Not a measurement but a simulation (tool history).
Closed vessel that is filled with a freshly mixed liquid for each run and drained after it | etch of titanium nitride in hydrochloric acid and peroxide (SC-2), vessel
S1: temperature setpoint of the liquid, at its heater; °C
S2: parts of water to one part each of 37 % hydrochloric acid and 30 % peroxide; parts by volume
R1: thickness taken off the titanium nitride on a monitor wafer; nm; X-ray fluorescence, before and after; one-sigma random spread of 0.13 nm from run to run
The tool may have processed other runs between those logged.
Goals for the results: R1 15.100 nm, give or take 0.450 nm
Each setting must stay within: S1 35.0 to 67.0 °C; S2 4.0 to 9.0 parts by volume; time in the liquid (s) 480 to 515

Run 1, hour 0.0: S1 51.0 °C, S2 5.0 parts by volume, time in the liquid (s) 480. Result: R1 26.654 nm.
Run 2, hour 4.9: S1 48.5 °C, S2 5.0 parts by volume, time in the liquid (s) 480. Result: R1 21.947 nm.
Run 3, hour 5.9: S1 48.5 °C, S2 6.0 parts by volume, time in the liquid (s) 480. Result: R1 19.250 nm.
Run 4, hour 7.9: S1 47.5 °C, S2 6.0 parts by volume, time in the liquid (s) 480. Result: R1 18.386 nm.
Run 5, hour 14.6: S1 47.5 °C, S2 6.5 parts by volume, time in the liquid (s) 480. Result: R1 17.395 nm.
Run 6, hour 15.9: S1 47.0 °C, S2 6.5 parts by volume, time in the liquid (s) 480. Result: R1 16.640 nm.
Run 7, hour 24.5: S1 46.5 °C, S2 6.5 parts by volume, time in the liquid (s) 480. Result: R1 16.149 nm.
Run 8, hour 28.0: S1 46.0 °C, S2 6.5 parts by volume, time in the liquid (s) 480. Result: R1 15.654 nm.

5 candidate next runs follow, results not yet known. Just one meets every target within its allowed miss. Identify it.
Run A, hour 31.5: S1 43.5 °C, S2 4.5 parts by volume, time in the liquid (s) 480. Result: R1 ?.
Run B, hour 31.5: S1 44.5 °C, S2 6.0 parts by volume, time in the liquid (s) 515. Result: R1 ?.
Run C, hour 31.5: S1 46.0 °C, S2 6.0 parts by volume, time in the liquid (s) 480. Result: R1 ?.
Run D, hour 31.5: S1 48.0 °C, S2 8.0 parts by volume, time in the liquid (s) 480. Result: R1 ?.
Run E, hour 31.5: S1 47.0 °C, S2 6.5 parts by volume, time in the liquid (s) 480. Result: R1 ?.

move      R1
   A  17.118
   B  15.992
   C  16.523
   D  15.142
   E  16.647
A: lands further from the targets than the last run did
B: lands further from the targets than the last run did
C: lands further from the targets than the last run did
D: meets every target
E: lands further from the targets than the last run did
Answer: D
